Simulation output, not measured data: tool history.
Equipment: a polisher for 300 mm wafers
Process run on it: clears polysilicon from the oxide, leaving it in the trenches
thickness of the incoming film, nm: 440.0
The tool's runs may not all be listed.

run,day,flow of slurry (ml/min),pressure of the wafer on the pad (kPa),speed of the pad under the wafer (m/s),overpolish time after the end point (s),time until the end point was called (s),dishing of a wide line in a test structure (angstrom)
1,0,255,18.6,0.76,16,43.217,439.6
2,0.133,255,18.6,0.76,10,43.089,400.83
3,0.183,255,18.6,0.76,14,42.402,422.08
4,0.417,255,18.6,0.86,14,38.062,445.92
5,0.479,255,22.1,0.86,14,32.274,448.9
6,0.638,255,20,0.86,14,35.804,447.11
7,0.988,285,22.8,0.82,11,32.011,445.86
8,1.146,245,24.8,0.82,9,30.187,419.19
9,1.233,215,26.2,0.84,8,28.212,431.38
10,1.258,265,26.9,0.8,7,27.935,409
11,1.371,265,26.9,0.8,7,28.01,403.96

The next listed run, before its measurement:
12,1.65,300,26.9,0.78,6,?,?

{"run 12": {"time until the end point was called (s)": 28.509, "dishing of a wide line in a test structure (angstrom)": 398.17}}
